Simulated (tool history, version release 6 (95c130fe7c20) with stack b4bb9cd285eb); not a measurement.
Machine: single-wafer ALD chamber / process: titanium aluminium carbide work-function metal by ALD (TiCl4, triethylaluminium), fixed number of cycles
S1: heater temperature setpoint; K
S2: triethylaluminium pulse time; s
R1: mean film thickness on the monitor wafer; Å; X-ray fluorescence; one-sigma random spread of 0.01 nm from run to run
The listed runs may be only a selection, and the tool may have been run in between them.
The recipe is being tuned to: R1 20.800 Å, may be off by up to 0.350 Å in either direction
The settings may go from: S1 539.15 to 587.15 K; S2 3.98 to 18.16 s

Run 1, hour 0.0: S1 563.15 K, S2 11.07 s. Result: R1 19.077 Å.
Run 2, hour 1.2: S1 571.15 K, S2 11.07 s. Result: R1 19.539 Å.
Run 3, hour 2.6: S1 561.15 K, S2 11.07 s. Result: R1 18.966 Å.
Run 4, hour 9.8: S1 567.15 K, S2 11.07 s. Result: R1 19.464 Å.
Run 5, hour 16.4: S1 567.15 K, S2 13.27 s. Result: R1 19.607 Å.
Run 6, hour 18.2: S1 575.15 K, S2 13.27 s. Result: R1 20.313 Å.
Run 7, hour 19.5: S1 576.15 K, S2 13.34 s. Result: R1 20.323 Å.
Run 8, hour 26.3: S1 576.15 K, S2 13.34 s. Result: R1 20.435 Å.

Pick the move, out of 5, that brings all results within their allowed miss; only one does.
Run A, hour 33.1: S1 573.15 K, S2 12.40 s. Result: R1 ?.
Run B, hour 33.1: S1 570.15 K, S2 13.33 s. Result: R1 ?.
Run C, hour 33.1: S1 570.15 K, S2 14.30 s. Result: R1 ?.
Run D, hour 33.1: S1 580.15 K, S2 16.07 s. Result: R1 ?.
Run E, hour 33.1: S1 573.15 K, S2 12.51 s. Result: R1 ?.

move      R1
   A  19.987
   B  19.840
   C  19.896
   D  20.728
   E  19.999
A: further off than the last run
B: further off than the last run
C: further off than the last run
D: in spec on every target
E: further off than the last run
Answer: D
